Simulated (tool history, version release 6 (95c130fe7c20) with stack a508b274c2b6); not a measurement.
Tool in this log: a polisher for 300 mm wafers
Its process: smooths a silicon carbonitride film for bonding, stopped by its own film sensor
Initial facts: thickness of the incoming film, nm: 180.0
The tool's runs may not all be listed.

run  hour  flow of slurry (ml/min)  pressure of the wafer on the pad (kPa)  speed of the pad under the wafer (m/s)  abrasive content of the slurry  target thickness at which the film sensor stops the polish (angstrom)  time until the film sensor stopped the polish (s)
  1     0                      215                                    13.1                                    1.02                               1                                                                   1630                                             76.455
  2   5.7                      215                                    12.4                                    1.02                               1                                                                   1630                                             80.382
  3   7.6                      215                                    11.7                                    1.02                               1                                                                   1630                                             84.369
  4  12.9                      215                                    11.7                                    1.02                               1                                                                   1650                                             74.168
  5    20                      215                                    11.7                                    1.02                               1                                                                   1650                                             72.683
  6  28.4                      180                                    11.7                                    1.02                               1                                                                   1650                                             76.028
  7  29.9                      180                                      11                                    1.02                               1                                                                   1650                                             80.122
  8  35.5                      180                                    10.3                                    1.02                               1                                                                   1650                                             82.949
     37.9  -- slurry nozzle cleaned
  9  37.9                      180                                     9.7                                    1.02                               1                                                                   1650                                             86.288

Run 10, settings as shown, results not yet in. Your forecast:
 10  40.4                      180                                       9                                    1.02                               1                                                                   1650                                                  ?

time until the film sensor stopped the polish (s): 90.737
